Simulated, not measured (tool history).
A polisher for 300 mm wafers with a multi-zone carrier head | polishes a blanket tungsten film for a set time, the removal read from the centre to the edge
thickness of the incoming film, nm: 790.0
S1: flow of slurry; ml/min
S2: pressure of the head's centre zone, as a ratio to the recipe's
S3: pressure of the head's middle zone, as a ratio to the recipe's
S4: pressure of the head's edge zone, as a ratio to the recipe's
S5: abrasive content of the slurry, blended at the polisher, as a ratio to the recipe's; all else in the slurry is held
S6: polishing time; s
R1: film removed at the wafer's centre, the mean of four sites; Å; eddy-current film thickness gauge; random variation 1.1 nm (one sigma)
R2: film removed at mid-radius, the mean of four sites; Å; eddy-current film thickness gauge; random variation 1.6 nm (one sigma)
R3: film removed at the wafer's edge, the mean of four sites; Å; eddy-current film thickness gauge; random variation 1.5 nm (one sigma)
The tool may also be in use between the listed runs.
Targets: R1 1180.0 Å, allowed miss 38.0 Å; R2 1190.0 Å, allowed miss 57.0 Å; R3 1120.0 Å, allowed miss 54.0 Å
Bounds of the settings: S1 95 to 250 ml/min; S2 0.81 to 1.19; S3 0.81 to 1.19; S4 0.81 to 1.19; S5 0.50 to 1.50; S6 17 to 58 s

{"run": 1, "hour": 0.0, "S1": 160, "S2": 1.0, "S3": 1.0, "S4": 1.0, "S5": 1.0, "S6": 37, "R1": 1464.8, "R2": 1435.4, "R3": 1409.7}
{"run": 2, "hour": 8.6, "S1": 160, "S2": 1.0, "S3": 1.04, "S4": 1.0, "S5": 1.0, "S6": 37, "R1": 1436.3, "R2": 1504.1, "R3": 1409.0}
{"run": 3, "hour": 16.4, "S1": 160, "S2": 1.0, "S3": 1.04, "S4": 0.96, "S5": 1.0, "S6": 37, "R1": 1441.1, "R2": 1514.8, "R3": 1354.8}
{"run": 4, "hour": 24.7, "S1": 150, "S2": 0.98, "S3": 1.01, "S4": 0.94, "S5": 0.95, "S6": 37, "R1": 1365.8, "R2": 1408.4, "R3": 1366.6}
{"run": 5, "hour": 25.3, "S1": 150, "S2": 0.98, "S3": 1.08, "S4": 0.94, "S5": 0.95, "S6": 37, "R1": 1376.5, "R2": 1485.8, "R3": 1346.1}
{"run": 6, "hour": 29.2, "S1": 155, "S2": 0.99, "S3": 1.07, "S4": 0.93, "S5": 0.85, "S6": 36, "R1": 1331.6, "R2": 1408.4, "R3": 1274.8}
{"run": 7, "hour": 31.4, "S1": 155, "S2": 0.99, "S3": 1.07, "S4": 0.91, "S5": 0.8, "S6": 36, "R1": 1305.4, "R2": 1429.4, "R3": 1265.7}
{"run": 8, "hour": 34.3, "S1": 150, "S2": 1.0, "S3": 1.05, "S4": 0.9, "S5": 0.75, "S6": 35, "R1": 1259.9, "R2": 1303.4, "R3": 1192.9}
{"run": 9, "hour": 35.6, "S1": 145, "S2": 1.0, "S3": 1.05, "S4": 0.89, "S5": 0.75, "S6": 35, "R1": 1240.8, "R2": 1319.4, "R3": 1128.7}

4 next moves are on the table. One of them brings every result within its allowed miss. Which?
{"run": "A", "hour": 36.9, "S1": 175, "S2": 1.11, "S3": 0.87, "S4": 1.02, "S5": 0.7, "S6": 32, "R1": "?", "R2": "?", "R3": "?"}
{"run": "B", "hour": 36.9, "S1": 115, "S2": 1.09, "S3": 1.08, "S4": 0.82, "S5": 0.7, "S6": 33, "R1": "?", "R2": "?", "R3": "?"}
{"run": "C", "hour": 36.9, "S1": 135, "S2": 1.03, "S3": 1.02, "S4": 0.81, "S5": 0.8, "S6": 32, "R1": "?", "R2": "?", "R3": "?"}
{"run": "D", "hour": 36.9, "S1": 180, "S2": 1.04, "S3": 1.05, "S4": 1.03, "S5": 0.5, "S6": 33, "R1": "?", "R2": "?", "R3": "?"}

move=A R1=1293.8 R2=1050.2 R3=1137.8
move=B R1=1176.9 R2=1180.1 R3=1002.7
move=C R1=1165.8 R2=1172.8 R3=1028.6
move=D R1=1167.4 R2=1182.7 R3=1094.7
A: takes the result that was furthest off past its target
B: brings the result that was furthest off to its target, and leaves another outside
C: brings the result that was furthest off to its target, and leaves another outside
D: meets every target
Move D is the one to make.

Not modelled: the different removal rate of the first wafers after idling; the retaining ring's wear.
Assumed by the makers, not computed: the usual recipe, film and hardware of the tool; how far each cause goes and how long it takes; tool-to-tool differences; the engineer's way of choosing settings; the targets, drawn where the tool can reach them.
